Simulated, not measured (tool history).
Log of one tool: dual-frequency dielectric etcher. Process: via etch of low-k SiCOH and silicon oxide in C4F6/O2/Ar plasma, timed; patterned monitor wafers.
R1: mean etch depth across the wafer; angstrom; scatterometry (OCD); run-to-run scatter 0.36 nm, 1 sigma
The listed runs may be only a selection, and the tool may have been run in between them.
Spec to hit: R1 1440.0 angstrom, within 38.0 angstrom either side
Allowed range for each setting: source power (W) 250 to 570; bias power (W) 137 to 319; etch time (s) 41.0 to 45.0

Run 1, hour 0.0: source power (W) 410, bias power (W) 228, etch time (s) 45.0. Result: R1 1260.8 angstrom.
Run 2, hour 5.4: source power (W) 410, bias power (W) 209, etch time (s) 45.0. Result: R1 1236.5 angstrom.
Run 3, hour 11.9: source power (W) 410, bias power (W) 195, etch time (s) 45.0. Result: R1 1220.8 angstrom.
Run 4, hour 18.0: source power (W) 410, bias power (W) 195, etch time (s) 41.0. Result: R1 1110.1 angstrom.
Run 5, hour 19.3: source power (W) 420, bias power (W) 203, etch time (s) 41.5. Result: R1 1140.1 angstrom.
Run 6, hour 26.4: source power (W) 390, bias power (W) 203, etch time (s) 41.5. Result: R1 1114.9 angstrom.
Run 7, hour 33.8: source power (W) 470, bias power (W) 249, etch time (s) 45.0. Result: R1 1351.8 angstrom.
Run 8, hour 36.9: source power (W) 480, bias power (W) 251, etch time (s) 45.0. Result: R1 1357.6 angstrom.

Consider the 5 candidate settings below. Which is the only one whose results all fall within their allowed miss of target?
Run A, hour 40.0: source power (W) 550, bias power (W) 259, etch time (s) 43.0. Result: R1 ?.
Run B, hour 40.0: source power (W) 470, bias power (W) 247, etch time (s) 43.0. Result: R1 ?.
Run C, hour 40.0: source power (W) 550, bias power (W) 277, etch time (s) 44.0. Result: R1 ?.
Run D, hour 40.0: source power (W) 480, bias power (W) 221, etch time (s) 45.0. Result: R1 ?.
Run E, hour 40.0: source power (W) 420, bias power (W) 275, etch time (s) 44.0. Result: R1 ?.

move      R1
   A  1372.7
   B  1284.5
   C  1428.1
   D  1319.0
   E  1298.7
A: closer than the last run, but not yet in spec
B: lands further from the targets than the last run did
C: hits every target within its allowed miss
D: lands further from the targets than the last run did
E: lands further from the targets than the last run did
The move that meets every target is C.
